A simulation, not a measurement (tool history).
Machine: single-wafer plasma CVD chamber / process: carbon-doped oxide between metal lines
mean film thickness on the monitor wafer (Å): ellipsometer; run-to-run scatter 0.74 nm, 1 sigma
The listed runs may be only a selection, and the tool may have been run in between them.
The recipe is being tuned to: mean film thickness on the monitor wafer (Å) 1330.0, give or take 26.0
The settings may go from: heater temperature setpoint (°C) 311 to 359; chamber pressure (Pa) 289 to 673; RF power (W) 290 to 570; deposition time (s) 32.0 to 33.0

run	hour	heater temperature setpoint (°C)	chamber pressure (Pa)	RF power (W)	deposition time (s)	mean film thickness on the monitor wafer (Å)
1	0.0	335	481	430	32.0	1476.7
2	9.0	336	473	425	32.0	1438.8
3	11.5	336	473	425	32.0	1449.6
4	15.5	337	467	425	32.0	1449.8
5	21.3	338	463	420	32.0	1417.9
6	25.4	344	463	420	32.0	1393.3
7	34.4	345	459	420	32.0	1396.5
8	43.3	346	453	420	32.0	1384.3
9	49.5	347	449	420	32.0	1374.7
10	50.8	348	447	420	32.0	1378.5
11	57.7	353	413	405	32.0	1298.0

Below are 5 possible settings for the next run. Only one of them brings all results inside the allowed miss of their targets. Which is it?
A	64.6	349	487	385	32.1	?
B	64.6	359	459	390	32.0	?
C	64.6	355	412	405	33.0	?
D	64.6	359	384	435	32.6	?
E	64.6	354	432	395	32.0	?

move	mean film thickness on the monitor wafer (Å)
A	1272.5
B	1246.4
C	1334.1
D	1394.0
E	1271.4
A: the biggest miss grows against the last run
B: the biggest miss grows against the last run
C: each result inside its tolerance
D: pushes the last run's worst result past its target
E: the biggest miss grows against the last run
Move C is the one to make.
